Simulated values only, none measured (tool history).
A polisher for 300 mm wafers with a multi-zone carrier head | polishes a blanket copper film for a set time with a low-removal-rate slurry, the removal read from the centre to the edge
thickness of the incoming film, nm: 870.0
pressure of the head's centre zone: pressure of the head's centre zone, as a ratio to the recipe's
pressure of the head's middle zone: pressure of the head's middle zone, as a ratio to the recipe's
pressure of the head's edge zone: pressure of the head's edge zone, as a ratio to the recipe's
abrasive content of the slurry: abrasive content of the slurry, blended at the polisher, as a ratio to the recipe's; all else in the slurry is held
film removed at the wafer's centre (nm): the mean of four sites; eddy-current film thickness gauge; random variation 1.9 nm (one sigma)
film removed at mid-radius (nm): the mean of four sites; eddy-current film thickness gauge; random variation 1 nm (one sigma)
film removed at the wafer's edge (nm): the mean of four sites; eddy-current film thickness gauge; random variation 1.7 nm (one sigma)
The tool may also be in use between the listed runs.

| run | hour | flow of slurry (ml/min) | pressure of the head's centre zone | pressure of the head's middle zone | pressure of the head's edge zone | abrasive content of the slurry | polishing time (s) | film removed at the wafer's centre (nm) | film removed at mid-radius (nm) | film removed at the wafer's edge (nm) |
|---|---|---|---|---|---|---|---|---|---|---|
| 1 | 0.0 | 290 | 1.00 | 1.00 | 1.00 | 1.00 | 52 | 158.53 | 154.12 | 153.29 |
| 2 | 8.2 | 305 | 1.02 | 1.02 | 1.00 | 1.00 | 52 | 157.92 | 159.50 | 151.16 |
| 3 | 12.9 | 315 | 1.05 | 1.02 | 1.01 | 1.05 | 52 | 162.68 | 160.86 | 157.22 |
| 4 | 21.3 | 315 | 1.05 | 1.08 | 1.01 | 1.05 | 52 | 166.30 | 168.23 | 159.15 |
| 5 | 25.3 | 315 | 1.05 | 1.08 | 1.01 | 1.05 | 58 | 185.14 | 186.43 | 173.54 |
| 6 | 32.0 | 300 | 1.05 | 1.06 | 0.98 | 1.00 | 58 | 180.03 | 182.52 | 167.67 |
| 7 | 38.8 | 285 | 1.06 | 1.04 | 0.96 | 1.00 | 58 | 185.82 | 176.53 | 169.17 |
| 8 | 44.4 | 285 | 1.05 | 1.04 | 0.94 | 0.95 | 58 | 180.99 | 176.39 | 164.52 |

The next listed run, before its measurement:
| 9 | 50.2 | 280 | 1.05 | 1.04 | 0.92 | 0.95 | 58 | ? | ? | ? |

Run 9 gave film removed at the wafer's centre (nm) 177.92, film removed at mid-radius (nm) 177.65, film removed at the wafer's edge (nm) 162.18.
